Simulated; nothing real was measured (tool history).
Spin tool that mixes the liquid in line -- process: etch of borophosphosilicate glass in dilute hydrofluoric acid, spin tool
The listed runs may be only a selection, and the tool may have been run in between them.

run	day	temperature setpoint of the liquid (°C)	parts of water to one part of 49 % hydrofluoric acid (parts by volume)	time under the liquid (s)	thickness taken off the borophosphosilicate glass on a monitor wafer (angstrom)
1	0.000	24.0	75	55	341.50
2	0.175	22.5	80	55	300.89
3	0.400	21.5	85	55	269.60
4	0.688	20.5	90	55	244.24
5	1.000	17.5	90	55	214.34
6	1.175	17.5	65	55	304.90

Expected results for the next run?
7	1.300	17.5	75	55	?

For run 7 the tool returned thickness taken off the borophosphosilicate glass on a monitor wafer (angstrom) 261.09.
